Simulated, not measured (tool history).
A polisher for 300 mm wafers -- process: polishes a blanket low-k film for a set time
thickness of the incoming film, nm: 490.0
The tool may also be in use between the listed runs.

| run | hour | flow of slurry (ml/min) | pressure of the wafer on the pad (kPa) | speed of the pad under the wafer (m/s) | abrasive content of the slurry | polishing time (s) | film removed (nm) |
|---|---|---|---|---|---|---|---|
| 1 | 0 | 190 | 15.2 | 0.9 | 1 | 69 | 29.33 |
| 2 | 3.2 | 190 | 15.2 | 0.9 | 1.15 | 69 | 30.742 |
| 3 | 11 | 190 | 15.2 | 0.9 | 0.95 | 69 | 28.221 |
| 4 | 20 | 190 | 17.2 | 0.9 | 0.95 | 69 | 31.518 |
| 5 | 27.5 | 190 | 17.2 | 0.9 | 0.95 | 73 | 34.211 |
| 6 | 31.3 | 190 | 17.2 | 0.8 | 0.95 | 73 | 31.248 |
| 7 | 33.8 | 190 | 19.3 | 0.8 | 0.95 | 73 | 34.027 |
| 8 | 42.8 | 190 | 20.7 | 0.82 | 0.95 | 73 | 37.465 |
| 9 | 50.5 | 190 | 21.4 | 0.82 | 0.95 | 73 | 39.298 |
| 10 | 52.7 | 190 | 22.1 | 0.82 | 0.95 | 73 | 40.164 |
| 11 | 57.8 | 190 | 22.8 | 0.82 | 0.95 | 73 | 41.477 |

What does the tool deliver on the next run?
| 12 | 63.5 | 190 | 23.4 | 0.82 | 0.95 | 73 | ? |

film removed (nm): 42.06

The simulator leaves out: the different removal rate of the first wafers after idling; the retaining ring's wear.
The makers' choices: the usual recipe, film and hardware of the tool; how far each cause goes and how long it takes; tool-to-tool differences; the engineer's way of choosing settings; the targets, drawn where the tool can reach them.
